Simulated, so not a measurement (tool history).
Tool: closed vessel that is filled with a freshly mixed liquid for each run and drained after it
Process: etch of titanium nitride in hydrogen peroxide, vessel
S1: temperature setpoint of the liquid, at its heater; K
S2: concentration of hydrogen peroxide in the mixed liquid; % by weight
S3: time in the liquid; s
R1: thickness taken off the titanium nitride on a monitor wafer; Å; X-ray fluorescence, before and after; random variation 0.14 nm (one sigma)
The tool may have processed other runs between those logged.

{"run": 1, "hour": 0.0, "S1": 319.15, "S2": 20.5, "S3": 1140, "R1": 459.27}
{"run": 2, "hour": 4.0, "S1": 324.65, "S2": 20.5, "S3": 1140, "R1": 678.44}
{"run": 3, "hour": 11.5, "S1": 324.65, "S2": 20.5, "S3": 1140, "R1": 676.97}
{"run": 4, "hour": 19.1, "S1": 324.65, "S2": 19.0, "S3": 1140, "R1": 672.22}
{"run": 5, "hour": 19.6, "S1": 324.65, "S2": 19.0, "S3": 1140, "R1": 663.46}
{"run": 6, "hour": 27.3, "S1": 324.65, "S2": 23.0, "S3": 1140, "R1": 691.68}

What does the tool deliver on the next run?
{"run": 7, "hour": 31.2, "S1": 322.15, "S2": 23.0, "S3": 1140, "R1": "?"}

{"run 7": {"R1": 579.28}}
